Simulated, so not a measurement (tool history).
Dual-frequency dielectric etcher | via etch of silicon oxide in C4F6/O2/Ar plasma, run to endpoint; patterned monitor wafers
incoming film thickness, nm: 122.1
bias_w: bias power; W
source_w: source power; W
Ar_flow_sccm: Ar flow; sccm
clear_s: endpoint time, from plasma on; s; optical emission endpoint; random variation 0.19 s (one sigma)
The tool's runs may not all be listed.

| run | day | bias_w | source_w | Ar_flow_sccm | clear_s |
|---|---|---|---|---|---|
| 1 | 0.000 | 387 | 310 | 232 | 35.914 |
| 2 | 0.283 | 417 | 320 | 231 | 34.637 |
| 3 | 0.408 | 364 | 320 | 231 | 36.207 |
| 4 | 0.475 | 364 | 350 | 231 | 34.944 |
| 5 | 0.654 | 364 | 350 | 265 | 35.478 |
| 6 | 0.721 | 364 | 320 | 265 | 37.027 |
| 7 | 0.950 | 401 | 330 | 264 | 34.907 |
|  | 1.142 | Ar flow controller replaced |
| 8 | 1.142 | 423 | 330 | 264 | 34.476 |
| 9 | 1.325 | 444 | 330 | 263 | 33.603 |
| 10 | 1.696 | 458 | 330 | 263 | 33.389 |
| 11 | 1.950 | 472 | 330 | 263 | 33.146 |
| 12 | 2.204 | 484 | 330 | 263 | 32.843 |

The next listed run, before its measurement:
| 13 | 2.254 | 494 | 330 | 263 | ? |

clear_s: 32.424 s
